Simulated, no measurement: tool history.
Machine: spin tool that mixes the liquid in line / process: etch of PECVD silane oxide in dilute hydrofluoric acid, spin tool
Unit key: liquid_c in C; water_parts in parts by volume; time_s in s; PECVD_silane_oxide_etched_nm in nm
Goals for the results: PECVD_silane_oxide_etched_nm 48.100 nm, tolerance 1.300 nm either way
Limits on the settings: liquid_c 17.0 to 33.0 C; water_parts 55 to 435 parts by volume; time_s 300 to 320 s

| run | hour | liquid_c | water_parts | time_s | PECVD_silane_oxide_etched_nm |
|---|---|---|---|---|---|
| 1 | 0.0 | 25.0 | 245 | 300 | 14.641 |
| 2 | 6.4 | 25.0 | 170 | 300 | 23.162 |
| 3 | 12.8 | 27.0 | 170 | 300 | 24.960 |
| 4 | 18.6 | 27.5 | 160 | 300 | 27.449 |
| 5 | 23.9 | 30.0 | 160 | 300 | 29.925 |
| 6 | 32.6 | 30.0 | 160 | 300 | 29.986 |
| 7 | 38.2 | 30.5 | 150 | 300 | 32.425 |
| 8 | 43.5 | 31.0 | 145 | 300 | 35.046 |
| 9 | 52.2 | 31.0 | 140 | 300 | 35.941 |
| 10 | 58.4 | 31.0 | 135 | 300 | 37.784 |
| 11 | 62.9 | 31.0 | 130 | 300 | 39.212 |
| 12 | 63.7 | 32.0 | 120 | 300 | 44.685 |
| 13 | 72.1 | 32.5 | 120 | 300 | 45.888 |
| 14 | 77.6 | 33.0 | 120 | 300 | 46.577 |

Below are 4 possible settings for the next run. Only one of them brings all results inside the allowed miss of their targets. Which is it?
| A | 83.1 | 33.0 | 130 | 320 | ? |
| B | 83.1 | 32.0 | 115 | 305 | ? |
| C | 83.1 | 31.5 | 120 | 305 | ? |
| D | 83.1 | 32.0 | 125 | 320 | ? |

| move | PECVD_silane_oxide_etched_nm |
|---|---|
| A | 45.158 |
| B | 47.968 |
| C | 44.820 |
| D | 45.642 |
A: misses by more than the last run did
B: all results in spec
C: misses by more than the last run did
D: misses by more than the last run did
Correct choice: B, which meets every target

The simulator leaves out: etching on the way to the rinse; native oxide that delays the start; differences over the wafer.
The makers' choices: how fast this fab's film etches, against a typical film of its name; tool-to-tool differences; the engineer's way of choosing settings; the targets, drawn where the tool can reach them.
